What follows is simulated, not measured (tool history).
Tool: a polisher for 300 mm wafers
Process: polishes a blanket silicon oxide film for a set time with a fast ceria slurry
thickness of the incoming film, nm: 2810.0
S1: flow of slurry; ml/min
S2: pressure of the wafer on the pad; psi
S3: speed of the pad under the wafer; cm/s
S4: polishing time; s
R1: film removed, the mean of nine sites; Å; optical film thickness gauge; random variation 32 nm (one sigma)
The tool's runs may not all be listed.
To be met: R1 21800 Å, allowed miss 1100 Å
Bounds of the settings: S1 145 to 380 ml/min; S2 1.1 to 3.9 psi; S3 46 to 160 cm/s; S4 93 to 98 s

Run 1, hour 0: S1 245 ml/min, S2 2.5 psi, S3 102 cm/s, S4 93 s. Result: R1 12774 Å.
Run 2, hour 2.1: S1 245 ml/min, S2 2.9 psi, S3 104 cm/s, S4 93 s. Result: R1 14762 Å.
Run 3, hour 6.9: S1 245 ml/min, S2 3.2 psi, S3 106 cm/s, S4 93 s. Result: R1 16406 Å.
Run 4, hour 8.7: S1 245 ml/min, S2 3.4 psi, S3 108 cm/s, S4 93 s. Result: R1 17747 Å.
Run 5, hour 10.8: S1 245 ml/min, S2 3.4 psi, S3 108 cm/s, S4 93 s. Result: R1 17285 Å.
Run 6, hour 16.4: S1 280 ml/min, S2 3.4 psi, S3 108 cm/s, S4 93 s. Result: R1 17808 Å.
Run 7, hour 24.2: S1 280 ml/min, S2 3.4 psi, S3 108 cm/s, S4 93 s. Result: R1 17767 Å.
Run 8, hour 26.7: S1 280 ml/min, S2 3.5 psi, S3 110 cm/s, S4 93 s. Result: R1 18212 Å.

5 next moves are on the table. One of them brings every result within its allowed miss. Which?
Run A, hour 29.2: S1 295 ml/min, S2 3.5 psi, S3 94 cm/s, S4 93 s. Result: R1 ?.
Run B, hour 29.2: S1 305 ml/min, S2 3.1 psi, S3 100 cm/s, S4 93 s. Result: R1 ?.
Run C, hour 29.2: S1 285 ml/min, S2 3.6 psi, S3 124 cm/s, S4 94 s. Result: R1 ?.
Run D, hour 29.2: S1 365 ml/min, S2 3.6 psi, S3 102 cm/s, S4 93 s. Result: R1 ?.
Run E, hour 29.2: S1 305 ml/min, S2 2.6 psi, S3 110 cm/s, S4 98 s. Result: R1 ?.

move     R1
   A  15760
   B  15164
   C  21282
   D  17787
   E  15185
A: further off than the last run
B: further off than the last run
C: meets every target
D: further off than the last run
E: further off than the last run
The right move is C.
